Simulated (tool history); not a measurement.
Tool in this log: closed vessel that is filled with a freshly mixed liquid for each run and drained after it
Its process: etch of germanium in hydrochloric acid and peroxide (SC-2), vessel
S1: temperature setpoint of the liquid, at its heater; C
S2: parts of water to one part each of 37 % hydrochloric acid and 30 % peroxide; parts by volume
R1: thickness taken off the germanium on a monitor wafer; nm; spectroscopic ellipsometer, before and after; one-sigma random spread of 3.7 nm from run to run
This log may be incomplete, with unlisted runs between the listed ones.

Run 1, hour 0.0: S1 58.0 C, S2 5.5 parts by volume, time in the liquid (s) 100. Result: R1 314.63 nm.
Run 2, hour 6.4: S1 60.5 C, S2 5.5 parts by volume, time in the liquid (s) 100. Result: R1 336.94 nm.
Run 3, hour 11.3: S1 60.5 C, S2 5.5 parts by volume, time in the liquid (s) 110. Result: R1 374.18 nm.
Run 4, hour 15.5: S1 61.5 C, S2 5.5 parts by volume, time in the liquid (s) 110. Result: R1 382.94 nm.
Run 5, hour 19.7: S1 61.5 C, S2 4.0 parts by volume, time in the liquid (s) 110. Result: R1 387.60 nm.
Run 6, hour 26.9: S1 61.5 C, S2 4.0 parts by volume, time in the liquid (s) 100. Result: R1 347.34 nm.

Expected results for the next run?
Run 7, hour 29.7: S1 63.0 C, S2 4.0 parts by volume, time in the liquid (s) 100. Result: R1 ?.

R1: 372.21 nm
